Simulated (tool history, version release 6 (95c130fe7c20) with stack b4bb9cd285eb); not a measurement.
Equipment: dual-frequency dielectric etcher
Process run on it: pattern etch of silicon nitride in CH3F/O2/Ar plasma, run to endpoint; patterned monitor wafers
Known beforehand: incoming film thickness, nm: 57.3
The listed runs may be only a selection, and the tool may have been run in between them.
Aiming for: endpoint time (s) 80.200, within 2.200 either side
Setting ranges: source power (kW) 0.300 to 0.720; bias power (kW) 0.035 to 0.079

run	hour	source power (kW)	bias power (kW)	endpoint time (s)
1	0.0	0.510	0.057	89.736
2	5.3	0.420	0.057	103.110
3	7.3	0.510	0.057	88.982
4	15.0	0.510	0.051	94.200
5	23.4	0.430	0.051	102.980
6	31.4	0.470	0.051	96.623
7	36.6	0.490	0.051	95.276
8	39.6	0.500	0.051	93.930
9	41.1	0.510	0.051	93.050
10	49.0	0.520	0.051	91.444
11	49.6	0.530	0.051	91.099
12	52.4	0.540	0.051	90.070
13	58.9	0.540	0.051	89.939
14	62.8	0.550	0.051	88.169
15	71.8	0.560	0.051	88.196
16	80.5	0.570	0.051	87.020
17	88.6	0.580	0.051	84.466
18	89.5	0.600	0.051	83.237

Exactly one of the 5 candidate moves below puts every result within its allowed miss. Which one?
A	90.4	0.570	0.065	?
B	90.4	0.610	0.049	?
C	90.4	0.570	0.049	?
D	90.4	0.550	0.055	?
E	90.4	0.630	0.040	?

move	endpoint time (s)
A	81.601
B	84.586
C	87.978
D	87.211
E	87.150
A: all results in spec
B: its largest miss is bigger than the last run's
C: its largest miss is bigger than the last run's
D: its largest miss is bigger than the last run's
E: its largest miss is bigger than the last run's
A is the move that brings every result within its allowed miss.

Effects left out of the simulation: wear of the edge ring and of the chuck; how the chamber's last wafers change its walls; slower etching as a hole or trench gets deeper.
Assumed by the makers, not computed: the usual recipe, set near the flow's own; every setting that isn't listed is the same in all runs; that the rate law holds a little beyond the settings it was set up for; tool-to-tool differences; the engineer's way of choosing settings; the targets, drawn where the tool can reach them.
